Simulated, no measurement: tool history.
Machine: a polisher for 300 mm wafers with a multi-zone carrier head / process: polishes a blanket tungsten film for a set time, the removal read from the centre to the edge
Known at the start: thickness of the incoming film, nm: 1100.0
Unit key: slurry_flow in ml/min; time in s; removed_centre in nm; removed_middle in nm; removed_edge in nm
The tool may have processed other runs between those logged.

| run | day | slurry_flow | centre_zone | middle_zone | edge_zone | slurry_solids | time | removed_centre | removed_middle | removed_edge |
|---|---|---|---|---|---|---|---|---|---|---|
| 1 | 0.000 | 290 | 1.00 | 1.00 | 1.00 | 1.00 | 53 | 294.68 | 347.55 | 337.63 |
| 2 | 0.300 | 290 | 1.00 | 1.00 | 1.00 | 0.90 | 53 | 290.19 | 324.58 | 326.77 |
| 3 | 0.604 | 290 | 1.00 | 1.00 | 1.00 | 0.90 | 63 | 339.65 | 386.84 | 391.56 |
| 4 | 0.858 | 255 | 1.00 | 1.00 | 1.00 | 0.90 | 63 | 346.26 | 387.20 | 373.90 |
| 5 | 1.046 | 255 | 1.00 | 0.92 | 1.00 | 0.90 | 63 | 337.32 | 352.47 | 390.35 |
| 6 | 1.067 | 250 | 1.00 | 0.93 | 0.99 | 0.85 | 63 | 332.20 | 348.00 | 374.81 |
|  | 1.162 | centre zone pressure recalibrated |
| 7 | 1.162 | 235 | 1.02 | 0.95 | 0.89 | 0.60 | 60 | 313.67 | 295.31 | 293.46 |
| 8 | 1.479 | 235 | 1.01 | 0.95 | 0.89 | 0.60 | 60 | 309.67 | 296.14 | 301.18 |

What will run 9 give?
| 9 | 1.688 | 235 | 1.01 | 0.96 | 0.89 | 0.60 | 60 | ? | ? | ? |

removed_centre: 314.94 nm
removed_middle: 300.32 nm
removed_edge: 298.41 nm
